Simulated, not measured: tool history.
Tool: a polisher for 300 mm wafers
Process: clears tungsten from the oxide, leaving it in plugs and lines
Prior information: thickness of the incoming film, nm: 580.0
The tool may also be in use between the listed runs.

run	day	flow of slurry (ml/min)	pressure of the wafer on the pad (kPa)	speed of the pad under the wafer (m/s)	abrasive content of the slurry	overpolish time after the end point (s)	time until the end point was called (s)
1	0	245	33.1	1.28	1	6	88.316
2	0.279	245	29.6	1.26	1	6	99.496
3	0.512	245	25.5	1.26	1	6	114.21
4	0.688	245	31	1.26	1	6	97.463
5	0.804	245	31	1.14	1	6	103.51
6	1.125	245	29	1.12	1	6	114.08

Estimate the outcome of run 7 from the log above:
7	1.321	245	27.6	1.12	1	6	?

time until the end point was called (s): 115.01
